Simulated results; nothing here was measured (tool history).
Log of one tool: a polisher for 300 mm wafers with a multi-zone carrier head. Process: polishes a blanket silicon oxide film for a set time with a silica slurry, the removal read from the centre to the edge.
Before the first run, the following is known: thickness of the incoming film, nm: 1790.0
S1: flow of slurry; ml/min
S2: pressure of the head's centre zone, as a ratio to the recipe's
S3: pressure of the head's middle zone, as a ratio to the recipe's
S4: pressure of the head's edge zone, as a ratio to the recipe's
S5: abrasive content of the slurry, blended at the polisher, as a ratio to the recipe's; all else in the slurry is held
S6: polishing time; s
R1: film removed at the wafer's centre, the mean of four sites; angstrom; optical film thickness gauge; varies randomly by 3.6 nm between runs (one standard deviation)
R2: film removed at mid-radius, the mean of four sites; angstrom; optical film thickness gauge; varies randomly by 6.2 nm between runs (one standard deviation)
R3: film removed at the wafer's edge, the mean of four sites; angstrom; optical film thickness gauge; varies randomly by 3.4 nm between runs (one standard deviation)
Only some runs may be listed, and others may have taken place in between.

{"run": 1, "day": 0.0, "S1": 160, "S2": 1.0, "S3": 1.0, "S4": 1.0, "S5": 1.0, "S6": 89, "R1": 3203.1, "R2": 3120.7, "R3": 3164.9}
{"run": 2, "day": 0.208, "S1": 160, "S2": 1.0, "S3": 1.0, "S4": 1.0, "S5": 0.8, "S6": 89, "R1": 2741.0, "R2": 2714.0, "R3": 2674.7}
{"run": 3, "day": 0.575, "S1": 160, "S2": 1.0, "S3": 1.06, "S4": 1.0, "S5": 0.8, "S6": 89, "R1": 2710.4, "R2": 2778.8, "R3": 2616.9}
{"run": 4, "day": 0.775, "S1": 170, "S2": 1.02, "S3": 1.06, "S4": 1.01, "S5": 0.85, "S6": 89, "R1": 2934.9, "R2": 2965.1, "R3": 2860.6}
{"run": 5, "day": 1.042, "S1": 170, "S2": 1.02, "S3": 1.06, "S4": 1.06, "S5": 0.85, "S6": 89, "R1": 2920.7, "R2": 2940.9, "R3": 2917.2}
{"run": 6, "day": 1.338, "S1": 195, "S2": 1.02, "S3": 1.06, "S4": 1.06, "S5": 0.85, "S6": 89, "R1": 3024.1, "R2": 3024.6, "R3": 2959.9}
{"run": 7, "day": 1.638, "S1": 200, "S2": 1.04, "S3": 1.07, "S4": 1.06, "S5": 0.9, "S6": 89, "R1": 3246.1, "R2": 3087.4, "R3": 3096.5}

Estimate the outcome of run 8 from the log above:
{"run": 8, "day": 1.792, "S1": 205, "S2": 1.05, "S3": 1.09, "S4": 1.05, "S5": 0.95, "S6": 89, "R1": "?", "R2": "?", "R3": "?"}

Run 8 measured R1 3367.5 angstrom, R2 3367.2 angstrom, R3 3267.5 angstrom.
